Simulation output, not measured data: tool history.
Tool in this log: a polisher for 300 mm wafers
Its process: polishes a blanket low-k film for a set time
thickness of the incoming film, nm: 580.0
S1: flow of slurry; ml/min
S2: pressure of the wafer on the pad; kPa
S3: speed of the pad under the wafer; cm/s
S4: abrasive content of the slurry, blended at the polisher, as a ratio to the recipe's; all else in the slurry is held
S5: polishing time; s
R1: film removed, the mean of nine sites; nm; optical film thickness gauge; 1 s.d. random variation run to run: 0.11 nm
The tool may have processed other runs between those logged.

run 1 day=0.000 | S1=185 S2=14.5 S3=116 S4=1.00 S5=48 | R1=22.135
run 2 day=0.312 | S1=180 S2=13.8 S3=116 S4=1.00 S5=48 | R1=21.347
run 3 day=0.608 | S1=180 S2=13.8 S3=116 S4=0.85 S5=48 | R1=19.204
run 4 day=0.638 | S1=180 S2=13.8 S3=116 S4=1.00 S5=48 | R1=21.299
run 5 day=0.771 | S1=150 S2=13.8 S3=116 S4=1.00 S5=48 | R1=20.471
run 6 day=0.879 | S1=150 S2=13.8 S3=116 S4=1.15 S5=48 | R1=22.017

Predict the results of run 7:
run 7 day=0.967 | S1=145 S2=13.1 S3=116 S4=1.15 S5=48 | R1=?

R1: 20.949 nm
